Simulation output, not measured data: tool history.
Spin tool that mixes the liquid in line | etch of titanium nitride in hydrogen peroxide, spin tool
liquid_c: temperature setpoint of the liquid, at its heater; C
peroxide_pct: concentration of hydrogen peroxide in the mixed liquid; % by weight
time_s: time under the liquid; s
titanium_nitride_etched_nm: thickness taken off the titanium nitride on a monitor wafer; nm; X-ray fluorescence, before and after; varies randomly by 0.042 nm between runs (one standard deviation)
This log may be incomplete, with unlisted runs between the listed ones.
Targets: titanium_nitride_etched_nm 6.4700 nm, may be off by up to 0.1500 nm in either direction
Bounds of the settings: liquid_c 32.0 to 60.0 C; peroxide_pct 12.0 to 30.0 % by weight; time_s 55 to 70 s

{"run": 1, "hour": 0.0, "liquid_c": 44.0, "peroxide_pct": 22.0, "time_s": 70, "titanium_nitride_etched_nm": 2.8177}
{"run": 2, "hour": 4.2, "liquid_c": 39.5, "peroxide_pct": 22.0, "time_s": 70, "titanium_nitride_etched_nm": 2.0408}
{"run": 3, "hour": 9.5, "liquid_c": 42.0, "peroxide_pct": 22.0, "time_s": 70, "titanium_nitride_etched_nm": 2.4551}
{"run": 4, "hour": 17.5, "liquid_c": 42.0, "peroxide_pct": 24.0, "time_s": 70, "titanium_nitride_etched_nm": 2.4929}
{"run": 5, "hour": 24.5, "liquid_c": 44.0, "peroxide_pct": 24.0, "time_s": 70, "titanium_nitride_etched_nm": 2.9014}
{"run": 6, "hour": 27.7, "liquid_c": 44.0, "peroxide_pct": 27.5, "time_s": 70, "titanium_nitride_etched_nm": 2.9837}
{"run": 7, "hour": 30.7, "liquid_c": 45.5, "peroxide_pct": 27.5, "time_s": 70, "titanium_nitride_etched_nm": 3.3445}
{"run": 8, "hour": 36.0, "liquid_c": 47.0, "peroxide_pct": 27.5, "time_s": 70, "titanium_nitride_etched_nm": 3.7532}
{"run": 9, "hour": 43.2, "liquid_c": 48.0, "peroxide_pct": 27.5, "time_s": 70, "titanium_nitride_etched_nm": 4.0189}
{"run": 10, "hour": 49.5, "liquid_c": 49.0, "peroxide_pct": 27.5, "time_s": 70, "titanium_nitride_etched_nm": 4.3444}
{"run": 11, "hour": 54.6, "liquid_c": 50.0, "peroxide_pct": 27.5, "time_s": 70, "titanium_nitride_etched_nm": 4.6282}
{"run": 12, "hour": 61.1, "liquid_c": 50.5, "peroxide_pct": 27.5, "time_s": 70, "titanium_nitride_etched_nm": 4.8061}
{"run": 13, "hour": 68.5, "liquid_c": 55.0, "peroxide_pct": 27.5, "time_s": 70, "titanium_nitride_etched_nm": 6.6609}

5 next moves are on the table. One of them brings every result within its allowed miss. Which?
{"run": "A", "hour": 75.9, "liquid_c": 56.0, "peroxide_pct": 26.0, "time_s": 70, "titanium_nitride_etched_nm": "?"}
{"run": "B", "hour": 75.9, "liquid_c": 56.5, "peroxide_pct": 20.5, "time_s": 70, "titanium_nitride_etched_nm": "?"}
{"run": "C", "hour": 75.9, "liquid_c": 57.5, "peroxide_pct": 26.0, "time_s": 55, "titanium_nitride_etched_nm": "?"}
{"run": "D", "hour": 75.9, "liquid_c": 57.0, "peroxide_pct": 27.0, "time_s": 60, "titanium_nitride_etched_nm": "?"}
{"run": "E", "hour": 75.9, "liquid_c": 56.5, "peroxide_pct": 26.5, "time_s": 65, "titanium_nitride_etched_nm": "?"}

move=A titanium_nitride_etched_nm=6.9966
move=B titanium_nitride_etched_nm=6.8805
move=C titanium_nitride_etched_nm=6.0996
move=D titanium_nitride_etched_nm=6.4816
move=E titanium_nitride_etched_nm=6.7548
A: misses by more than the last run did
B: misses by more than the last run did
C: takes the biggest miss from the last run beyond its target
D: every result within its allowed miss
E: misses by more than the last run did
Correct choice: D, which meets every target
